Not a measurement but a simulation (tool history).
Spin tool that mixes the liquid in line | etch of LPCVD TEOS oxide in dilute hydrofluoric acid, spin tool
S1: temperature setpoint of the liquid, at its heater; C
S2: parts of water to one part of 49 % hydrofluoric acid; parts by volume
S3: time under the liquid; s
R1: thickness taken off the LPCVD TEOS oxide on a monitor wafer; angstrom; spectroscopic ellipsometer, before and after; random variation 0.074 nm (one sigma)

| run | hour | S1 | S2 | S3 | R1 |
|---|---|---|---|---|---|
| 1 | 0.0 | 22.0 | 165 | 35 | 97.412 |
| 2 | 2.8 | 18.5 | 165 | 35 | 84.870 |
| 3 | 6.1 | 17.0 | 165 | 35 | 79.752 |
| 4 | 7.0 | 17.0 | 210 | 35 | 59.698 |
| 5 | 13.9 | 17.0 | 210 | 35 | 60.339 |
| 6 | 16.6 | 17.0 | 235 | 35 | 52.151 |
| 7 | 23.0 | 17.0 | 235 | 35 | 52.586 |
| 8 | 24.9 | 21.0 | 220 | 35 | 66.889 |
| 9 | 27.4 | 24.0 | 210 | 35 | 76.935 |
| 10 | 32.6 | 26.0 | 200 | 35 | 89.407 |
| 11 | 40.2 | 27.0 | 195 | 35 | 95.783 |

Forecast run 12:
| 12 | 49.1 | 28.0 | 190 | 35 | ? |

{"run 12": {"R1": 102.26}}

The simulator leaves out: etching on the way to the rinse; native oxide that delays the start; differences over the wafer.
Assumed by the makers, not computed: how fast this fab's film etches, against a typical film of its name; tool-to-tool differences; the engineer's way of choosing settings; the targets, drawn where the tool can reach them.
